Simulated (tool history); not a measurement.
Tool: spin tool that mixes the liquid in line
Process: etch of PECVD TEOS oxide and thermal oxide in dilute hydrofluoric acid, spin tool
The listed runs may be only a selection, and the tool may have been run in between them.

run	day	temperature setpoint of the liquid (°C)	parts of water to one part of 49 % hydrofluoric acid (parts by volume)	time under the liquid (s)	thickness taken off the PECVD TEOS oxide on a monitor wafer (angstrom)	thickness taken off the thermal oxide on a monitor wafer (angstrom)
1	0.000	25.0	215	180	68.361	34.079
2	0.142	25.0	150	180	104.990	50.748
3	0.225	25.0	150	105	60.229	29.819
4	0.471	26.5	150	105	65.378	31.621
5	0.675	25.0	150	105	61.189	29.997
6	0.908	26.5	150	105	63.889	31.686
7	1.275	24.5	165	105	54.048	26.097

Expected results for the next run?
8	1.479	23.0	175	105	?	?

thickness taken off the PECVD TEOS oxide on a monitor wafer (angstrom): 46.621
thickness taken off the thermal oxide on a monitor wafer (angstrom): 23.351
